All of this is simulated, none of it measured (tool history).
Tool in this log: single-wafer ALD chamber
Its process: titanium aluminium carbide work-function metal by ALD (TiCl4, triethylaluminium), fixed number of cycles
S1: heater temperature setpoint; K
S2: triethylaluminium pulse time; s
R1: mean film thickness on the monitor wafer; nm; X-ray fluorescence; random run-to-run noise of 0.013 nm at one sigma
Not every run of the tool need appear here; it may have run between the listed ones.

| run | hour | S1 | S2 | R1 |
|---|---|---|---|---|
| 1 | 0.0 | 573.15 | 8.13 | 2.0565 |
| 2 | 4.5 | 573.15 | 5.90 | 1.7743 |
| 3 | 5.2 | 581.15 | 5.90 | 1.8289 |
| 4 | 5.9 | 582.15 | 6.31 | 1.9108 |
| 5 | 12.8 | 582.15 | 4.63 | 1.4380 |
| 6 | 18.8 | 582.15 | 5.04 | 1.5995 |
| 7 | 23.8 | 583.15 | 5.42 | 1.7236 |

The next listed run, before its measurement:
| 8 | 27.1 | 584.15 | 5.64 | ? |

{"run 8": {"R1": 1.7757}}
